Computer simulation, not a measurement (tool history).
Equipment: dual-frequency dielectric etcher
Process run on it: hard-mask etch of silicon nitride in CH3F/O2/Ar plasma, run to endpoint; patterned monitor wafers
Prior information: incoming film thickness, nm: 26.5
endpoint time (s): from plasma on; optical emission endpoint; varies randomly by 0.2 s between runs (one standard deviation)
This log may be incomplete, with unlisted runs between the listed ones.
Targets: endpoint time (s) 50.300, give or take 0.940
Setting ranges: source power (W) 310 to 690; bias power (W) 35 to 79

run 1 hour=0.0 | source_power_(W)=500 bias_power_(W)=57 | endpoint_time_(s)=39.505
run 2 hour=4.9 | source_power_(W)=440 bias_power_(W)=51 | endpoint_time_(s)=43.857
run 3 hour=9.7 | source_power_(W)=440 bias_power_(W)=59 | endpoint_time_(s)=40.733
run 4 hour=16.4 | source_power_(W)=440 bias_power_(W)=68 | endpoint_time_(s)=38.101
run 5 hour=16.9 | source_power_(W)=400 bias_power_(W)=61 | endpoint_time_(s)=41.421
run 6 hour=23.5 | source_power_(W)=480 bias_power_(W)=61 | endpoint_time_(s)=38.816
run 7 hour=28.9 | source_power_(W)=430 bias_power_(W)=56 | endpoint_time_(s)=41.921
run 8 hour=37.7 | source_power_(W)=330 bias_power_(W)=45 | endpoint_time_(s)=52.295
run 9 hour=42.7 | source_power_(W)=340 bias_power_(W)=45 | endpoint_time_(s)=51.435

Which one of the following 4 next-run settings gets every result inside its allowed miss? There is exactly one.
run A hour=47.7 | source_power_(W)=430 bias_power_(W)=40 | endpoint_time_(s)=?
run B hour=47.7 | source_power_(W)=310 bias_power_(W)=46 | endpoint_time_(s)=?
run C hour=47.7 | source_power_(W)=330 bias_power_(W)=43 | endpoint_time_(s)=?
run D hour=47.7 | source_power_(W)=330 bias_power_(W)=45 | endpoint_time_(s)=?

move=A endpoint_time_(s)=49.953
move=B endpoint_time_(s)=52.465
move=C endpoint_time_(s)=53.160
move=D endpoint_time_(s)=51.866
A: all results land within tolerance of their targets
B: lands further from the targets than the last run did
C: lands further from the targets than the last run did
D: lands further from the targets than the last run did
Correct choice: A, which meets every target
